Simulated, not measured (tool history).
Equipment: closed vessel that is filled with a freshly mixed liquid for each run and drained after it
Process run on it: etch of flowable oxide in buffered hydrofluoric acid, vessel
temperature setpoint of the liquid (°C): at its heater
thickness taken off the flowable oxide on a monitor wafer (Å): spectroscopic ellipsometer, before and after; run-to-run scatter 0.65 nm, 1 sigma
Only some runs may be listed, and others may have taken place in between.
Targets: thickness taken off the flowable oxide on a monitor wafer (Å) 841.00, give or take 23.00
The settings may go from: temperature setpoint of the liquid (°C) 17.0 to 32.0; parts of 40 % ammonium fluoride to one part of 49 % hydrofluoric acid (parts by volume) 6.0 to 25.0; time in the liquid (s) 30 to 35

run	day	temperature setpoint of the liquid (°C)	parts of 40 % ammonium fluoride to one part of 49 % hydrofluoric acid (parts by volume)	time in the liquid (s)	thickness taken off the flowable oxide on a monitor wafer (Å)
1	0.000	24.0	15.5	35	886.39
2	0.192	27.0	15.5	35	1042.70
3	0.221	26.5	15.5	35	1017.90
4	0.304	26.5	15.5	35	1006.70
5	0.508	30.0	15.5	35	1224.20
6	0.817	30.0	19.0	35	1004.00
7	1.088	29.5	19.0	35	977.33
8	1.112	29.0	19.0	35	945.72
9	1.196	28.5	19.0	35	913.47
10	1.550	27.5	19.0	35	869.91

4 next moves are on the table. One of them brings every result within its allowed miss. Which?
A	1.904	28.0	22.5	35	?
B	1.904	29.5	17.5	30	?
C	1.904	30.0	21.0	35	?
D	1.904	26.5	19.0	35	?

move	thickness taken off the flowable oxide on a monitor wafer (Å)
A	800.55
B	919.95
C	934.84
D	841.51
A: moves the result that the last run missed by most past its target, out the other side
B: the biggest miss grows against the last run
C: the biggest miss grows against the last run
D: every result lands within tolerance
Answer: D

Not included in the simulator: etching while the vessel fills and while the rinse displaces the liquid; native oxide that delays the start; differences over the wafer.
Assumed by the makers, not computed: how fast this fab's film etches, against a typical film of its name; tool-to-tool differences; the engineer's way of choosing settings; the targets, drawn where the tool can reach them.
